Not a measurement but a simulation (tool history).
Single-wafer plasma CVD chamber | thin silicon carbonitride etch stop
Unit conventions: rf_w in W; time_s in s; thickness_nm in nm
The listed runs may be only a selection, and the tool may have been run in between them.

run  hour  rf_w  time_s  thickness_nm
  1     0   195    9.79        5.4674
  2   7.6   205   10.06        5.6901
  3     9   205    9.29        5.2637
  4  17.8   215    9.67        5.6004
  5  25.1   190    9.67         5.354
  6  31.3   200    9.96        5.6252

Forecast run 7:
  7  37.4   210   10.16             ?

Run 7 gave thickness_nm 5.8692 nm.
